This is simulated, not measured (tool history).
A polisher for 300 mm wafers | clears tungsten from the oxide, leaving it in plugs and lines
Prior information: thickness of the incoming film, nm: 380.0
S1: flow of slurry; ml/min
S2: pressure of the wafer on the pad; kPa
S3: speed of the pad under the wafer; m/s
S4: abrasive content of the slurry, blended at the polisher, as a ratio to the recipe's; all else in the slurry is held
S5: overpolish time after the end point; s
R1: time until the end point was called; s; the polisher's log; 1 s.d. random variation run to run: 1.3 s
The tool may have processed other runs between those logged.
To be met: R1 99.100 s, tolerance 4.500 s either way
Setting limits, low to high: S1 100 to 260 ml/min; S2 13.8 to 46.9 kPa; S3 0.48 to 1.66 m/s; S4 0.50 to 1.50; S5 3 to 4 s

{"run": 1, "hour": 0.0, "S1": 165, "S2": 30.3, "S3": 1.06, "S4": 1.0, "S5": 4, "R1": 59.788}
{"run": 2, "hour": 3.5, "S1": 165, "S2": 37.2, "S3": 1.06, "S4": 1.0, "S5": 4, "R1": 49.855}
{"run": 3, "hour": 11.0, "S1": 165, "S2": 37.2, "S3": 1.06, "S4": 1.0, "S5": 3, "R1": 49.37}
{"run": 4, "hour": 13.7, "S1": 165, "S2": 37.2, "S3": 1.2, "S4": 1.0, "S5": 3, "R1": 45.137}
{"run": 5, "hour": 21.2, "S1": 165, "S2": 32.4, "S3": 1.16, "S4": 1.0, "S5": 3, "R1": 52.68}
{"run": 6, "hour": 22.7, "S1": 165, "S2": 29.0, "S3": 1.12, "S4": 1.0, "S5": 3, "R1": 60.399}
{"run": 7, "hour": 31.6, "S1": 165, "S2": 26.2, "S3": 1.1, "S4": 1.0, "S5": 3, "R1": 64.362}
{"run": 8, "hour": 36.8, "S1": 165, "S2": 23.4, "S3": 1.08, "S4": 1.0, "S5": 3, "R1": 73.461}
{"run": 9, "hour": 44.7, "S1": 165, "S2": 21.4, "S3": 1.08, "S4": 1.0, "S5": 3, "R1": 79.682}
{"run": 10, "hour": 50.5, "S1": 165, "S2": 20.0, "S3": 1.08, "S4": 1.0, "S5": 3, "R1": 82.444}
{"run": 11, "hour": 59.2, "S1": 160, "S2": 13.8, "S3": 1.06, "S4": 1.0, "S5": 3, "R1": 114.5}
{"run": 12, "hour": 63.9, "S1": 170, "S2": 13.8, "S3": 1.06, "S4": 1.0, "S5": 3, "R1": 110.85}
{"run": 13, "hour": 66.3, "S1": 175, "S2": 14.5, "S3": 1.06, "S4": 1.0, "S5": 3, "R1": 106.58}

Pick the move, out of 5, that brings all results within their allowed miss; only one does.
{"run": "A", "hour": 68.7, "S1": 195, "S2": 13.8, "S3": 1.1, "S4": 0.7, "S5": 3, "R1": "?"}
{"run": "B", "hour": 68.7, "S1": 170, "S2": 15.2, "S3": 1.1, "S4": 1.05, "S5": 4, "R1": "?"}
{"run": "C", "hour": 68.7, "S1": 170, "S2": 18.6, "S3": 0.76, "S4": 0.85, "S5": 3, "R1": "?"}
{"run": "D", "hour": 68.7, "S1": 210, "S2": 13.8, "S3": 1.0, "S4": 1.0, "S5": 3, "R1": "?"}
{"run": "E", "hour": 68.7, "S1": 155, "S2": 13.8, "S3": 1.08, "S4": 0.95, "S5": 4, "R1": "?"}

move=A R1=115.220
move=B R1=99.227
move=C R1=125.660
move=D R1=114.600
move=E R1=112.440
A: its largest miss is bigger than the last run's
B: all results land within tolerance of their targets
C: its largest miss is bigger than the last run's
D: its largest miss is bigger than the last run's
E: its largest miss is bigger than the last run's
Answer: B
